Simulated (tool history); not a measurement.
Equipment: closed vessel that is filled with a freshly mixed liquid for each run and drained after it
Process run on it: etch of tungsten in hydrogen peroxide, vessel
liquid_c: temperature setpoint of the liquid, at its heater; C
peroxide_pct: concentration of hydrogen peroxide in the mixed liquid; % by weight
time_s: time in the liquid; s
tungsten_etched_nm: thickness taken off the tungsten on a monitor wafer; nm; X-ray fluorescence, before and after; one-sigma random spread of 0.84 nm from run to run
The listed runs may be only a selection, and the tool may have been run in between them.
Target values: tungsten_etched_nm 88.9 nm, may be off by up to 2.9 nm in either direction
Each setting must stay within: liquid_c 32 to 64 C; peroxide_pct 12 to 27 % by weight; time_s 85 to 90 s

| run | hour | liquid_c | peroxide_pct | time_s | tungsten_etched_nm |
|---|---|---|---|---|---|
| 1 | 0 | 48 | 18 | 85 | 69.153 |
| 2 | 6.4 | 48.5 | 18 | 85 | 71.793 |
| 3 | 14 | 48.5 | 18 | 85 | 72.575 |
| 4 | 21.1 | 55.5 | 18 | 85 | 110.21 |
| 5 | 22.9 | 55 | 18 | 85 | 108.87 |
| 6 | 30 | 55 | 18 | 90 | 112.8 |
| 7 | 36.5 | 54.5 | 18 | 90 | 112.52 |
| 8 | 41.2 | 54 | 18 | 90 | 104.92 |
| 9 | 48.4 | 53.5 | 18 | 90 | 103.76 |
| 10 | 51.6 | 53 | 18 | 90 | 99.581 |

Next run, 5 choices. One meets every target within its allowed miss, the rest don't. Which?
| A | 54.8 | 55.5 | 18 | 90 | ? |
| B | 54.8 | 56 | 18.5 | 85 | ? |
| C | 54.8 | 58 | 14.5 | 85 | ? |
| D | 54.8 | 54 | 17 | 85 | ? |
| E | 54.8 | 50.5 | 18.5 | 90 | ? |

| move | tungsten_etched_nm |
|---|---|
| A | 118.51 |
| B | 116.87 |
| C | 116.32 |
| D | 99.507 |
| E | 89.005 |
A: the biggest miss grows against the last run
B: the biggest miss grows against the last run
C: the biggest miss grows against the last run
D: about as far from the targets as the last run
E: every result lands within tolerance
The move that meets every target is E.
